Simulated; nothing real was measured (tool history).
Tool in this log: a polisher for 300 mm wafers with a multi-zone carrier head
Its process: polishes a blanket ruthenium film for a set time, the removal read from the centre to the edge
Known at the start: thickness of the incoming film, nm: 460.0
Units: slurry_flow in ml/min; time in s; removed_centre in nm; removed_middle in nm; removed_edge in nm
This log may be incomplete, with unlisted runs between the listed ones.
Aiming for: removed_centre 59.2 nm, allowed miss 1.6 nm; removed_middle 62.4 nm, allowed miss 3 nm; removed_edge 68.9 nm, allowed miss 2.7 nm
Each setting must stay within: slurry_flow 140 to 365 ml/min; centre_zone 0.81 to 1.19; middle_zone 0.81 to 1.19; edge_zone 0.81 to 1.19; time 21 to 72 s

| run | hour | slurry_flow | centre_zone | middle_zone | edge_zone | time | removed_centre | removed_middle | removed_edge |
|---|---|---|---|---|---|---|---|---|---|
| 1 | 0 | 235 | 1 | 1 | 1 | 46 | 54.746 | 56.451 | 55.947 |
| 2 | 1.1 | 240 | 0.99 | 1 | 1.03 | 47 | 54.934 | 57.205 | 57.136 |
| 3 | 3.5 | 235 | 0.98 | 0.99 | 1.05 | 48 | 55.646 | 58.788 | 59.203 |
| 4 | 5.3 | 235 | 0.98 | 0.99 | 1.05 | 37 | 42.575 | 43.84 | 44.968 |
| 5 | 12.6 | 270 | 0.98 | 0.99 | 1.05 | 37 | 43.168 | 44.259 | 46.881 |
| 6 | 17.8 | 235 | 0.98 | 0.99 | 1.05 | 37 | 43.01 | 45.338 | 44.885 |
| 7 | 26.2 | 255 | 0.98 | 1.01 | 1.07 | 39 | 45.954 | 49.406 | 47.818 |
| 8 | 34.6 | 255 | 0.98 | 1.01 | 1.07 | 39 | 46.427 | 47.413 | 48.053 |
| 9 | 35.8 | 270 | 0.97 | 1.01 | 1.08 | 41 | 48.317 | 51.853 | 50.082 |
| 10 | 41.4 | 270 | 0.96 | 0.99 | 1.08 | 43 | 49.462 | 53.591 | 54.814 |
| 11 | 46.8 | 280 | 0.96 | 0.98 | 1.09 | 44 | 51.449 | 54.444 | 55.685 |
| 12 | 48.6 | 290 | 0.95 | 0.97 | 1.1 | 45 | 52.757 | 54.391 | 57.329 |
| 13 | 57.6 | 295 | 0.94 | 0.96 | 1.1 | 46 | 52.526 | 57.594 | 58.583 |
| 14 | 65.2 | 300 | 0.94 | 0.94 | 1.11 | 47 | 53.859 | 56.795 | 60.854 |

Which of these 4 next moves meets every target?
| A | 72.8 | 365 | 1.09 | 0.9 | 1.19 | 47 | ? | ? | ? |
| B | 72.8 | 295 | 0.89 | 0.85 | 1.05 | 55 | ? | ? | ? |
| C | 72.8 | 305 | 0.94 | 1.02 | 1.16 | 48 | ? | ? | ? |
| D | 72.8 | 335 | 1.08 | 1.04 | 1.12 | 48 | ? | ? | ? |

| move | removed_centre | removed_middle | removed_edge |
|---|---|---|---|
| A | 63.57 | 56.342 | 63.796 |
| B | 59.314 | 62.195 | 69.014 |
| C | 54.962 | 61.941 | 63.393 |
| D | 63.852 | 63.349 | 62.677 |
A: pushes the last run's worst result past its target
B: every result within its allowed miss
C: an improvement on the last run, though not all results are within tolerance
D: pushes the last run's worst result past its target
Correct choice: B, which meets every target
